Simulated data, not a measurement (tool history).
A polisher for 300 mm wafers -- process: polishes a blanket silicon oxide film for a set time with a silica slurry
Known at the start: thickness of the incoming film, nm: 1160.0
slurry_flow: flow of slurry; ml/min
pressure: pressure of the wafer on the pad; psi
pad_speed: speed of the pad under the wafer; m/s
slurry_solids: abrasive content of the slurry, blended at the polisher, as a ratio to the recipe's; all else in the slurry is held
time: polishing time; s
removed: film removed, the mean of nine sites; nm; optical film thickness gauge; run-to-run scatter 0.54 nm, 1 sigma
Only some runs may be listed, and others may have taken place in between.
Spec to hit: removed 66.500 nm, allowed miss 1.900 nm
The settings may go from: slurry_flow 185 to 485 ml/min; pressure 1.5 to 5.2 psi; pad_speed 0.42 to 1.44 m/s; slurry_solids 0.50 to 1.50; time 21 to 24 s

| run | day | slurry_flow | pressure | pad_speed | slurry_solids | time | removed |
|---|---|---|---|---|---|---|---|
| 1 | 0.000 | 310 | 3.3 | 0.92 | 1.00 | 24 | 44.830 |
| 2 | 0.358 | 275 | 3.3 | 0.92 | 1.00 | 24 | 44.111 |
| 3 | 0.554 | 280 | 3.4 | 0.92 | 1.00 | 24 | 45.252 |
| 4 | 0.833 | 280 | 3.4 | 0.92 | 1.00 | 24 | 46.136 |
| 5 | 0.946 | 280 | 3.4 | 0.92 | 1.00 | 21 | 39.722 |
| 6 | 1.238 | 280 | 3.4 | 0.92 | 1.20 | 21 | 42.335 |
| 7 | 1.383 | 285 | 3.6 | 0.92 | 1.20 | 21 | 45.332 |
| 8 | 1.558 | 290 | 3.7 | 0.92 | 1.20 | 21 | 46.252 |
| 9 | 1.892 | 290 | 3.8 | 0.92 | 1.20 | 21 | 46.712 |
| 10 | 2.075 | 295 | 4.8 | 0.94 | 1.20 | 21 | 57.131 |
| 11 | 2.438 | 300 | 5.0 | 1.00 | 1.20 | 21 | 60.976 |
| 12 | 2.562 | 300 | 5.1 | 1.04 | 1.20 | 21 | 63.544 |

Which one of the following 5 next-run settings gets every result inside its allowed miss? There is exactly one.
| A | 2.688 | 290 | 4.5 | 1.00 | 1.10 | 22 | ? |
| B | 2.688 | 285 | 4.8 | 1.12 | 1.05 | 22 | ? |
| C | 2.688 | 275 | 5.2 | 0.82 | 1.20 | 24 | ? |
| D | 2.688 | 365 | 5.2 | 0.78 | 1.15 | 24 | ? |
| E | 2.688 | 310 | 5.1 | 1.00 | 1.15 | 23 | ? |

| move | removed |
|---|---|
| A | 55.756 |
| B | 62.055 |
| C | 61.845 |
| D | 59.636 |
| E | 65.877 |
A: the biggest miss grows against the last run
B: the biggest miss grows against the last run
C: the biggest miss grows against the last run
D: the biggest miss grows against the last run
E: in spec on every target
Go with E: it meets all targets.
